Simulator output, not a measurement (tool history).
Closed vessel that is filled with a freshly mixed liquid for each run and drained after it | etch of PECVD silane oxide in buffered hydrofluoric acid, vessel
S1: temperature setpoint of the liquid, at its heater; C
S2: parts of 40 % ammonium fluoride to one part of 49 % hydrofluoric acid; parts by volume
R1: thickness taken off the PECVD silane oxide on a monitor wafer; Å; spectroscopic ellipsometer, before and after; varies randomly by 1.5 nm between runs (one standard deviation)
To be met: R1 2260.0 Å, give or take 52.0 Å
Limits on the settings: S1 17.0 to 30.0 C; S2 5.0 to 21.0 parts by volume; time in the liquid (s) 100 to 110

Run 1, hour 0.0: S1 22.0 C, S2 13.0 parts by volume, time in the liquid (s) 100. Result: R1 2767.3 Å.
Run 2, hour 6.3: S1 21.0 C, S2 13.0 parts by volume, time in the liquid (s) 100. Result: R1 2638.2 Å.
Run 3, hour 14.3: S1 21.0 C, S2 9.5 parts by volume, time in the liquid (s) 100. Result: R1 3448.7 Å.
Run 4, hour 15.2: S1 21.0 C, S2 9.5 parts by volume, time in the liquid (s) 110. Result: R1 3830.2 Å.
Run 5, hour 20.3: S1 21.0 C, S2 11.5 parts by volume, time in the liquid (s) 110. Result: R1 3233.0 Å.
Run 6, hour 25.3: S1 23.5 C, S2 11.5 parts by volume, time in the liquid (s) 110. Result: R1 3674.4 Å.
Run 7, hour 30.9: S1 22.0 C, S2 12.0 parts by volume, time in the liquid (s) 110. Result: R1 3273.9 Å.
Run 8, hour 34.8: S1 21.0 C, S2 12.5 parts by volume, time in the liquid (s) 110. Result: R1 2959.6 Å.

Of the 4 settings listed for the next run, only one would bring every result within its allowed miss of target. Which one?
Run A, hour 38.7: S1 18.5 C, S2 13.0 parts by volume, time in the liquid (s) 100. Result: R1 ?.
Run B, hour 38.7: S1 17.5 C, S2 13.5 parts by volume, time in the liquid (s) 105. Result: R1 ?.
Run C, hour 38.7: S1 24.0 C, S2 11.0 parts by volume, time in the liquid (s) 100. Result: R1 ?.
Run D, hour 38.7: S1 20.5 C, S2 15.5 parts by volume, time in the liquid (s) 100. Result: R1 ?.

move      R1
   A  2270.1
   B  2170.2
   C  3628.3
   D  2137.2
A: all results in spec
B: takes the result that was furthest off past its target
C: misses by more than the last run did
D: takes the result that was furthest off past its target
The right move is A.
